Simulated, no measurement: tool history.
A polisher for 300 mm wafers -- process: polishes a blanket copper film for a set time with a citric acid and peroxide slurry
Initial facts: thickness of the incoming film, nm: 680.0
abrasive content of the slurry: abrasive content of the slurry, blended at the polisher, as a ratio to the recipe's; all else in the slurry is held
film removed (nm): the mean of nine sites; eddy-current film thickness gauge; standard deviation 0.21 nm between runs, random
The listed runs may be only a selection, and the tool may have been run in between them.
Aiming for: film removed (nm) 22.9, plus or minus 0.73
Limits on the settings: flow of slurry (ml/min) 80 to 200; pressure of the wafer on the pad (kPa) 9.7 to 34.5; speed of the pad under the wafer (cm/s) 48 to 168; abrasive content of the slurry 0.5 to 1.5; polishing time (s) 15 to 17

run	hour	flow of slurry (ml/min)	pressure of the wafer on the pad (kPa)	speed of the pad under the wafer (cm/s)	abrasive content of the slurry	polishing time (s)	film removed (nm)
1	0	130	22.1	108	1	17	43.617
2	7.7	125	19.3	106	1	17	37.227
3	13.9	120	17.2	106	1	17	33.405
4	22.9	115	15.9	106	1	17	30.602
5	26.7	115	15.9	122	1	17	34.721
6	34.4	115	15.9	138	1	17	38.675
7	42.1	110	14.5	132	1	17	33.991
8	48.8	105	13.1	128	1	17	30.018
9	51.4	90	9.7	118	1	17	19.788
10	52.6	95	9.7	118	1	17	20.389
11	57.1	100	9.7	118	1	17	20.305
12	58.9	100	9.7	118	1	17	20.507
13	59.8	105	9.7	118	1	17	20.507
14	67.9	110	9.7	118	1	17	20.576

Which single option among these 5 for the next run brings every result within its allowed miss of target? Just one does.
A	76	100	13.8	96	0.9	17	?
B	76	115	13.8	100	0.95	17	?
C	76	100	12.4	114	1	17	?
D	76	110	11	102	1	17	?
E	76	145	10.3	118	1.2	15	?

move	film removed (nm)
A	22.797
B	24.608
C	24.85
D	20.363
E	21.164
A: every result lands within tolerance
B: takes the biggest miss from the last run beyond its target
C: takes the biggest miss from the last run beyond its target
D: moves away from the targets compared with the last run
E: nearer the targets than the last run, but a result is still out of spec
Move A is the one to make.
